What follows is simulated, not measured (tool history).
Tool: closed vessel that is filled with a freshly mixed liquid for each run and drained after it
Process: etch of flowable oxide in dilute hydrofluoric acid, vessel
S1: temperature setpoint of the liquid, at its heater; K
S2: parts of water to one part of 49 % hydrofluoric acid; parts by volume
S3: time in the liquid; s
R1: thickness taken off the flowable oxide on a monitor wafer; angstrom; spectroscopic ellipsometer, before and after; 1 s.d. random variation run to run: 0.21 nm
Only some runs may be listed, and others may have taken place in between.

run 1 hour=0 | S1=297.15 S2=225 S3=615 | R1=667.19
run 2 hour=2 | S1=293.65 S2=225 S3=615 | R1=582.75
run 3 hour=3.6 | S1=293.65 S2=170 S3=615 | R1=826.69
run 4 hour=11.6 | S1=293.15 S2=180 S3=615 | R1=748.24
run 5 hour=18.4 | S1=291.15 S2=180 S3=615 | R1=693.1
run 6 hour=19.5 | S1=291.15 S2=180 S3=660 | R1=743.92
run 7 hour=25.6 | S1=291.15 S2=185 S3=660 | R1=721.64

Run 8 comes next. What will it give?
run 8 hour=29.3 | S1=291.15 S2=190 S3=660 | R1=?

{"run 8": {"R1": 695.69}}
